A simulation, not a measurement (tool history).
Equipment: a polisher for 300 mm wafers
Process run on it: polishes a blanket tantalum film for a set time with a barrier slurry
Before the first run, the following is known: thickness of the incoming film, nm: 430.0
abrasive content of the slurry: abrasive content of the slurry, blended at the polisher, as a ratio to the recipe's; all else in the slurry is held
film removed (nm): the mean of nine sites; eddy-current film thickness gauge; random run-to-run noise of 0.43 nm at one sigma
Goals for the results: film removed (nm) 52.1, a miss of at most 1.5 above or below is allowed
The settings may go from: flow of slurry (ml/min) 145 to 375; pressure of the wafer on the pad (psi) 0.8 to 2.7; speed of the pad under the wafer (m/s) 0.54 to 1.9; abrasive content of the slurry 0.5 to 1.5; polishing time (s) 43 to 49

| run | hour | flow of slurry (ml/min) | pressure of the wafer on the pad (psi) | speed of the pad under the wafer (m/s) | abrasive content of the slurry | polishing time (s) | film removed (nm) |
|---|---|---|---|---|---|---|---|
| 1 | 0 | 240 | 1.7 | 1.22 | 1 | 49 | 71.594 |
| 2 | 3.9 | 240 | 1.7 | 1.22 | 1.1 | 49 | 71.253 |
| 3 | 8.3 | 240 | 1.7 | 1.22 | 1.2 | 49 | 73.453 |
| 4 | 12.1 | 285 | 1.7 | 1.22 | 1.2 | 49 | 74.264 |
| 5 | 13.2 | 285 | 1.6 | 1.22 | 1.2 | 49 | 71.085 |
| 6 | 21.9 | 285 | 1.4 | 1.22 | 1.2 | 49 | 61.624 |
| 7 | 28.5 | 285 | 1.3 | 1.22 | 1.2 | 49 | 58.087 |
| 8 | 31.3 | 285 | 1.3 | 1.22 | 1.2 | 49 | 57.459 |
| 9 | 34.2 | 280 | 1.3 | 1.22 | 1.2 | 49 | 57.726 |
| 10 | 37.6 | 275 | 1.3 | 1.22 | 1.2 | 49 | 57.152 |
| 11 | 45.7 | 275 | 1.3 | 1.22 | 1.2 | 49 | 58.234 |

Below are 4 possible settings for the next run. Only one of them brings all results inside the allowed miss of their targets. Which is it?
| A | 53.8 | 295 | 1.2 | 1.32 | 1.05 | 44 | ? |
| B | 53.8 | 250 | 1.3 | 1.12 | 1.1 | 49 | ? |
| C | 53.8 | 270 | 1.4 | 1 | 1.15 | 45 | ? |
| D | 53.8 | 255 | 1.3 | 1.12 | 1.2 | 43 | ? |

| move | film removed (nm) |
|---|---|
| A | 49.587 |
| B | 52.727 |
| C | 49.061 |
| D | 47.192 |
A: the result that was furthest off in the last run now lies on the other side of its target
B: all results in spec
C: the result that was furthest off in the last run now lies on the other side of its target
D: the result that was furthest off in the last run now lies on the other side of its target
Move B is the one to make.

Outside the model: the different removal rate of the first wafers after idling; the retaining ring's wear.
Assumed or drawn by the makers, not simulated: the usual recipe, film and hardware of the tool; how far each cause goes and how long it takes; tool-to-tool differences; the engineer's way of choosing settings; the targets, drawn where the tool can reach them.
